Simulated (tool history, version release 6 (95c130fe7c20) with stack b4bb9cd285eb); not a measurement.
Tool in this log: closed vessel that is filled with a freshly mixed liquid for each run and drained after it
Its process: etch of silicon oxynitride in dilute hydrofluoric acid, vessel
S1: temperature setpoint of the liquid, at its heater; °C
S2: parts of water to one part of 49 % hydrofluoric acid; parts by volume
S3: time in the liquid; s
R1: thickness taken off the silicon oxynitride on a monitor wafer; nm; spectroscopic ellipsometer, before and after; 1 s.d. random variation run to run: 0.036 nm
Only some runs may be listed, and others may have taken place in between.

run	hour	S1	S2	S3	R1
1	0.0	24.0	70	345	10.9800
2	5.0	22.0	80	345	8.6841
3	11.9	22.0	105	345	6.5487
4	19.6	19.5	105	345	5.7903
5	26.6	19.5	95	345	6.4066
6	32.2	18.5	100	345	5.6891
7	37.3	18.0	100	345	5.6457

Expected results for the next run?
8	38.4	17.5	100	345	?

R1: 5.4713 nm

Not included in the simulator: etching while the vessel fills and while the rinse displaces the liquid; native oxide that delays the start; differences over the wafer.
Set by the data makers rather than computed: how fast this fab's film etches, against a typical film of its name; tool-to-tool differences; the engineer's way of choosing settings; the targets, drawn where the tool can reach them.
